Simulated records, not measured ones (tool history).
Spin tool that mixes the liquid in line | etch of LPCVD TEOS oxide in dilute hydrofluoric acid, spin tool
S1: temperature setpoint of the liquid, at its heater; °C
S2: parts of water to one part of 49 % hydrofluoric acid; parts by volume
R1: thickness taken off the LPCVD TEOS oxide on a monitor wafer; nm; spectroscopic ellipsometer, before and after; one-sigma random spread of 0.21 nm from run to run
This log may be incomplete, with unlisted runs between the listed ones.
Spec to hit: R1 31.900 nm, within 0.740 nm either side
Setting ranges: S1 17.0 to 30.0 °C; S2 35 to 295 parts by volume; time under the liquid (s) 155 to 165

Run 1, hour 0.0: S1 22.0 °C, S2 165 parts by volume, time under the liquid (s) 155. Result: R1 45.224 nm.
Run 2, hour 5.7: S1 22.0 °C, S2 165 parts by volume, time under the liquid (s) 155. Result: R1 45.593 nm.
Run 3, hour 10.5: S1 23.5 °C, S2 165 parts by volume, time under the liquid (s) 155. Result: R1 48.693 nm.
Run 4, hour 13.7: S1 22.0 °C, S2 170 parts by volume, time under the liquid (s) 155. Result: R1 44.142 nm.
Run 5, hour 16.5: S1 20.5 °C, S2 175 parts by volume, time under the liquid (s) 155. Result: R1 40.144 nm.
Run 6, hour 17.8: S1 19.5 °C, S2 180 parts by volume, time under the liquid (s) 155. Result: R1 37.526 nm.
Run 7, hour 26.5: S1 19.0 °C, S2 185 parts by volume, time under the liquid (s) 155. Result: R1 35.669 nm.
Run 8, hour 32.7: S1 18.5 °C, S2 185 parts by volume, time under the liquid (s) 155. Result: R1 34.711 nm.

4 next moves are on the table. One of them brings every result within its allowed miss. Which?
Run A, hour 38.9: S1 17.0 °C, S2 165 parts by volume, time under the liquid (s) 160. Result: R1 ?.
Run B, hour 38.9: S1 18.0 °C, S2 195 parts by volume, time under the liquid (s) 155. Result: R1 ?.
Run C, hour 38.9: S1 19.0 °C, S2 210 parts by volume, time under the liquid (s) 155. Result: R1 ?.
Run D, hour 38.9: S1 17.0 °C, S2 180 parts by volume, time under the liquid (s) 155. Result: R1 ?.

move      R1
   A  38.571
   B  31.989
   C  30.457
   D  33.770
A: lands further from the targets than the last run did
B: in spec on every target
C: moves the result that the last run missed by most past its target, out the other side
D: nearer the targets than the last run, but a result is still out of spec
The move that meets every target is B.
